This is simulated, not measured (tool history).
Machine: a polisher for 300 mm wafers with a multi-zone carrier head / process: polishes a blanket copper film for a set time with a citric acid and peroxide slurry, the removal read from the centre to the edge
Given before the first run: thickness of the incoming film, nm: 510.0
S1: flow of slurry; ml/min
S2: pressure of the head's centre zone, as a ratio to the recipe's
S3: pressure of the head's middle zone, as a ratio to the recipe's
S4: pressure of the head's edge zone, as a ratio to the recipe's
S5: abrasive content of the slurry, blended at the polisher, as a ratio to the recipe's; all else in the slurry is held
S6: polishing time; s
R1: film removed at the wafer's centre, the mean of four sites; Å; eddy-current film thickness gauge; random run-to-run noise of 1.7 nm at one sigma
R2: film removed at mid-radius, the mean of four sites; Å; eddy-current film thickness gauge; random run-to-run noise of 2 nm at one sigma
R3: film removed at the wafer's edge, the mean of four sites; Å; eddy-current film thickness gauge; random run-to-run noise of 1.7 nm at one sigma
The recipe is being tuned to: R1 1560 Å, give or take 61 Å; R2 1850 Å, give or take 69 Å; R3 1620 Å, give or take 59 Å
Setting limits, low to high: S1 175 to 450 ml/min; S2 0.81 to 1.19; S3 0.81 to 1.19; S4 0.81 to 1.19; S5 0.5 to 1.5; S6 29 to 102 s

Run 1, hour 0: S1 290 ml/min, S2 1, S3 1, S4 1, S5 1, S6 65 s. Result: R1 1346.3 Å, R2 1363 Å, R3 1380.5 Å.
Run 2, hour 1.1: S1 290 ml/min, S2 1, S3 1, S4 1, S5 1, S6 55 s. Result: R1 1157.9 Å, R2 1163.7 Å, R3 1124.4 Å.
Run 3, hour 8.1: S1 290 ml/min, S2 1, S3 1, S4 1, S5 1, S6 43 s. Result: R1 906.01 Å, R2 891.72 Å, R3 906.42 Å.
Run 4, hour 10.2: S1 290 ml/min, S2 1, S3 1.05, S4 1, S5 1, S6 43 s. Result: R1 924.86 Å, R2 924.07 Å, R3 883.89 Å.
Run 5, hour 13.2: S1 290 ml/min, S2 1, S3 1.13, S4 1, S5 1, S6 43 s. Result: R1 885.1 Å, R2 1006.4 Å, R3 889.59 Å.
Run 6, hour 19.3: S1 295 ml/min, S2 1.02, S3 1.14, S4 1.03, S5 1.15, S6 50 s. Result: R1 1132.5 Å, R2 1204.5 Å, R3 1098.4 Å.
Run 7, hour 27.7: S1 300 ml/min, S2 1, S3 1.16, S4 1.02, S5 1.25, S6 55 s. Result: R1 1217.8 Å, R2 1388.1 Å, R3 1228.4 Å.
Run 8, hour 29.3: S1 310 ml/min, S2 1, S3 1.17, S4 1.03, S5 1.35, S6 58 s. Result: R1 1324.7 Å, R2 1472 Å, R3 1310.3 Å.
Run 9, hour 32: S1 310 ml/min, S2 0.99, S3 1.17, S4 1.03, S5 1.4, S6 62 s. Result: R1 1424.3 Å, R2 1601 Å, R3 1424.8 Å.

Which single option among these 4 for the next run brings every result within its allowed miss of target? Just one does.
Run A, hour 34.7: S1 365 ml/min, S2 1.01, S3 0.86, S4 1.19, S5 1.3, S6 68 s. Result: R1 ?, R2 ?, R3 ?.
Run B, hour 34.7: S1 325 ml/min, S2 0.98, S3 1.19, S4 1.08, S5 1.35, S6 70 s. Result: R1 ?, R2 ?, R3 ?.
Run C, hour 34.7: S1 290 ml/min, S2 0.96, S3 1.19, S4 0.95, S5 1.3, S6 65 s. Result: R1 ?, R2 ?, R3 ?.
Run D, hour 34.7: S1 390 ml/min, S2 0.96, S3 0.87, S4 1.17, S5 1.5, S6 66 s. Result: R1 ?, R2 ?, R3 ?.

move      R1      R2      R3
   A  1595.6  1350.6  1689.1
   B  1595.4  1828.2  1649.2
   C    1421  1663.8  1413.6
   D    1535  1377.7  1688.9
A: misses by more than the last run did
B: meets every target
C: roughly where the last run was
D: misses by more than the last run did
Answer: B
